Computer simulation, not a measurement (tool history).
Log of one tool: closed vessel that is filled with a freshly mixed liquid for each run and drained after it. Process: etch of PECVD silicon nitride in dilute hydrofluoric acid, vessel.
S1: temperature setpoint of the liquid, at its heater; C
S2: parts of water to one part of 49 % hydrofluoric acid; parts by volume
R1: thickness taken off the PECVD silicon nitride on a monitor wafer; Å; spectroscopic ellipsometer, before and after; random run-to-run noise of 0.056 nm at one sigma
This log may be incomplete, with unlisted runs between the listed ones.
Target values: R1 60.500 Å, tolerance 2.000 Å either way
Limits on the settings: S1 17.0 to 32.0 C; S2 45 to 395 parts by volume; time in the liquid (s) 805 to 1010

{"run": 1, "day": 0.0, "S1": 24.0, "S2": 220, "time in the liquid (s)": 1010, "R1": 98.613}
{"run": 2, "day": 0.2, "S1": 22.5, "S2": 225, "time in the liquid (s)": 1010, "R1": 88.323}
{"run": 3, "day": 0.4, "S1": 21.5, "S2": 230, "time in the liquid (s)": 1010, "R1": 81.661}
{"run": 4, "day": 0.583, "S1": 20.5, "S2": 230, "time in the liquid (s)": 1010, "R1": 76.662}
{"run": 5, "day": 0.95, "S1": 20.0, "S2": 230, "time in the liquid (s)": 1010, "R1": 73.196}
{"run": 6, "day": 1.196, "S1": 19.5, "S2": 230, "time in the liquid (s)": 1010, "R1": 72.35}
{"run": 7, "day": 1.417, "S1": 19.0, "S2": 230, "time in the liquid (s)": 1010, "R1": 69.968}
{"run": 8, "day": 1.683, "S1": 18.5, "S2": 230, "time in the liquid (s)": 1010, "R1": 66.774}
{"run": 9, "day": 2.067, "S1": 18.0, "S2": 230, "time in the liquid (s)": 1010, "R1": 66.463}

Exercise: of the 4 proposed moves below, exactly one satisfies all targets within the stated allowed misses. Which move is it?
{"run": "A", "day": 2.45, "S1": 17.0, "S2": 205, "time in the liquid (s)": 805, "R1": "?"}
{"run": "B", "day": 2.45, "S1": 17.0, "S2": 180, "time in the liquid (s)": 805, "R1": "?"}
{"run": "C", "day": 2.45, "S1": 20.5, "S2": 315, "time in the liquid (s)": 985, "R1": "?"}
{"run": "D", "day": 2.45, "S1": 17.0, "S2": 210, "time in the liquid (s)": 835, "R1": "?"}

move=A R1=53.768
move=B R1=60.909
move=C R1=54.666
move=D R1=54.500
A: moves the result that the last run missed by most past its target, out the other side
B: all results land within tolerance of their targets
C: moves the result that the last run missed by most past its target, out the other side
D: moves the result that the last run missed by most past its target, out the other side
The right move is B.

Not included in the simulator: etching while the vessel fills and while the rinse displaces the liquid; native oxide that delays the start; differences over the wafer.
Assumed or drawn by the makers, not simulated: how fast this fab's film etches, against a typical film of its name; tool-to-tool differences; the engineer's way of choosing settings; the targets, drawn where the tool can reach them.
